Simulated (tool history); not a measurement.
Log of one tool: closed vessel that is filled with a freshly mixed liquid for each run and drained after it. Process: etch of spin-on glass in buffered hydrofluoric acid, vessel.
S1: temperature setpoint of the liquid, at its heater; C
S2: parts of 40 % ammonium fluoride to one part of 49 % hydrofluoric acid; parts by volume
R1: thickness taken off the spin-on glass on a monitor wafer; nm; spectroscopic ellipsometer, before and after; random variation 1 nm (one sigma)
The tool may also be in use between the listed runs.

Run 1, hour 0.0: S1 23.0 C, S2 21.0 parts by volume, time in the liquid (s) 35. Result: R1 92.89 nm.
Run 2, hour 7.4: S1 24.5 C, S2 21.0 parts by volume, time in the liquid (s) 35. Result: R1 101.18 nm.
Run 3, hour 12.4: S1 24.5 C, S2 15.0 parts by volume, time in the liquid (s) 35. Result: R1 139.15 nm.
Run 4, hour 13.4: S1 24.5 C, S2 9.5 parts by volume, time in the liquid (s) 35. Result: R1 211.32 nm.
Run 5, hour 16.0: S1 24.5 C, S2 7.5 parts by volume, time in the liquid (s) 35. Result: R1 269.67 nm.
Run 6, hour 19.1: S1 24.5 C, S2 7.5 parts by volume, time in the liquid (s) 30. Result: R1 231.45 nm.
Run 7, hour 27.5: S1 23.5 C, S2 8.0 parts by volume, time in the liquid (s) 30. Result: R1 204.79 nm.
Run 8, hour 34.4: S1 22.5 C, S2 8.5 parts by volume, time in the liquid (s) 30. Result: R1 180.01 nm.

Run 9 comes next. What will it give?
Run 9, hour 41.7: S1 18.5 C, S2 11.0 parts by volume, time in the liquid (s) 30. Result: R1 ?.

R1: 115.27 nm
